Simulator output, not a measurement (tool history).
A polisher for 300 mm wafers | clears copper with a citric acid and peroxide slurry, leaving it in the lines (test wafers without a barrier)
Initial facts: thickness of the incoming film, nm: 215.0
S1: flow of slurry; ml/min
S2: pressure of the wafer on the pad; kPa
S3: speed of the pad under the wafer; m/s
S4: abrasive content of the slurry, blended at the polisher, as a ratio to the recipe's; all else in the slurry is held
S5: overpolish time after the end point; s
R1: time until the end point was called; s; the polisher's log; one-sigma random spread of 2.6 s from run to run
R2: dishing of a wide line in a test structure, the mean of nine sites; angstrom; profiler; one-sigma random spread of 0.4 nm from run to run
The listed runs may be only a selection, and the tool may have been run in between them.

run  hour   S1    S2    S3    S4  S5      R1      R2
  1     0  160  15.2  1.34     1  17  117.17  275.26
  2   5.6  160  15.2  1.34     1  11  115.04  187.47
  3   9.5  160  11.7  1.34     1  11   137.2  161.25
  4  14.9  160  11.7  1.52     1  11  118.56  179.54
  5  17.2  160  10.3  1.46     1  14  131.57   210.9
  6  18.1  160  10.3  1.46  0.85  14  142.48  198.14

Run 7 has not been measured yet. What should we expect?
  7  19.6  155  9.7  1.44  0.85  15   ?   ?

For run 7 the tool returned R1 150.17 s, R2 203.95 angstrom.

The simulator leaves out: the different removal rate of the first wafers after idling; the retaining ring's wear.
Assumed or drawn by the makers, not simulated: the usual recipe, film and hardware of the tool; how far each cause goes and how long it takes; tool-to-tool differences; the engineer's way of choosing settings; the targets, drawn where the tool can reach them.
